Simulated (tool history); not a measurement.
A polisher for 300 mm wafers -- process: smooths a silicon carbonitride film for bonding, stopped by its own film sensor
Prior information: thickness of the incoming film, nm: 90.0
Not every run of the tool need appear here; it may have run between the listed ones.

run  hour  flow of slurry (ml/min)  pressure of the wafer on the pad (psi)  speed of the pad under the wafer (cm/s)  abrasive content of the slurry  target thickness at which the film sensor stops the polish (angstrom)  time until the film sensor stopped the polish (s)
  1     0                      165                                     1.8                                       88                               1                                                                    640                                             98.261
  2   8.7                      165                                     1.8                                       88                               1                                                                    640                                             97.252
  3  10.5                      165                                     1.8                                       88                               1                                                                    620                                             108.18
  4  14.9                      205                                     1.8                                       88                               1                                                                    620                                              105.6
  5  16.7                      230                                     1.8                                       88                               1                                                                    620                                             101.58
     24.2  -- head pressure recalibrated
  6  24.2                      225                                     1.7                                       88                               1                                                                    620                                             111.98
  7  31.1                      225                                     1.6                                       88                               1                                                                    620                                             120.87

Run 8 comes next. What will it give?
  8  39.2                      200                                     1.1                                       86                               1                                                                    620                                                  ?

time until the film sensor stopped the polish (s): 169.24

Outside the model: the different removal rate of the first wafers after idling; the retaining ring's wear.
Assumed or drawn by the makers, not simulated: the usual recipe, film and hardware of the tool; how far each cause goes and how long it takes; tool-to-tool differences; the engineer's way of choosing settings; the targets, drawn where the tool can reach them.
